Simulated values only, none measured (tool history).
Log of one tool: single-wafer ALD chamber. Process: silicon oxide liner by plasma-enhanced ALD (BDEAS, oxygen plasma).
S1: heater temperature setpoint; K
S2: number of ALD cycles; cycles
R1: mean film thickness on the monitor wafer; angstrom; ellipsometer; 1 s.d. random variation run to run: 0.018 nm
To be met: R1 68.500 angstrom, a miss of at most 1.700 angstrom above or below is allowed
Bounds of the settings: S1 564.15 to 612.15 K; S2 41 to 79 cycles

run 1 hour=0.0 | S1=588.15 S2=60 | R1=54.761
run 2 hour=8.7 | S1=588.15 S2=51 | R1=46.761
run 3 hour=12.4 | S1=593.15 S2=51 | R1=46.126
run 4 hour=18.7 | S1=592.15 S2=53 | R1=48.135
run 5 hour=23.7 | S1=582.15 S2=53 | R1=48.921
run 6 hour=30.0 | S1=590.15 S2=53 | R1=48.531
run 7 hour=33.4 | S1=590.15 S2=55 | R1=50.009
run 8 hour=39.8 | S1=587.15 S2=65 | R1=59.502
run 9 hour=43.2 | S1=587.15 S2=66 | R1=60.180
run 10 hour=48.4 | S1=587.15 S2=67 | R1=61.268
run 11 hour=52.3 | S1=587.15 S2=68 | R1=62.440
run 12 hour=54.3 | S1=587.15 S2=68 | R1=62.503

Below are 5 possible settings for the next run. Only one of them brings all results inside the allowed miss of their targets. Which is it?
run A hour=56.3 | S1=586.15 S2=58 | R1=?
run B hour=56.3 | S1=588.15 S2=60 | R1=?
run C hour=56.3 | S1=587.15 S2=69 | R1=?
run D hour=56.3 | S1=589.15 S2=75 | R1=?
run E hour=56.3 | S1=587.15 S2=58 | R1=?

move=A R1=53.532
move=B R1=55.199
move=C R1=63.582
move=D R1=68.886
move=E R1=53.445
A: lands further from the targets than the last run did
B: lands further from the targets than the last run did
C: better than the last run, though not everything is in spec
D: hits every target within its allowed miss
E: lands further from the targets than the last run did
D is the move that brings every result within its allowed miss.
